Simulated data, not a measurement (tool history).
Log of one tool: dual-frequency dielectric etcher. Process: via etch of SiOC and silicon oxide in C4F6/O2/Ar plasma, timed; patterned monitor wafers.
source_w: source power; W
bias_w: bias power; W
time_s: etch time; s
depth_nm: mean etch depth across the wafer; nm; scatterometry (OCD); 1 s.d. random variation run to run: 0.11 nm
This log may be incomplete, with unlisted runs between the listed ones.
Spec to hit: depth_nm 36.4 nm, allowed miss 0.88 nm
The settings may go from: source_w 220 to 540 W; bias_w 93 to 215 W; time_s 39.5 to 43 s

run  hour  source_w  bias_w  time_s  depth_nm
  1     0       380     154      43    46.946
  2   5.2       350     145    42.5    43.667
  3    14       350     145    39.5    40.741
  4  18.1       350     172    39.5    43.545
  5    19       320     172    39.5    42.025
  6  21.1       300     169    39.5    40.686
  7  28.9       280     167    39.5    39.406
  8  29.9       270     166    39.5    38.777
  9  35.6       220     157    39.5    35.032

Exactly one of the 5 candidate moves below puts every result within its allowed miss. Which one?
  A  41.3       230     146    41.5         ?
  B  41.3       220     150    39.5         ?
  C  41.3       220     149    40.5         ?
  D  41.3       220     126      41         ?
  E  41.3       230     133    40.5         ?

move  depth_nm
   A    36.301
   B     34.29
   C    35.067
   D    33.292
   E    34.187
A: all results in spec
B: its largest miss is bigger than the last run's
C: no better and no worse than the last run
D: its largest miss is bigger than the last run's
E: its largest miss is bigger than the last run's
The right move is A.
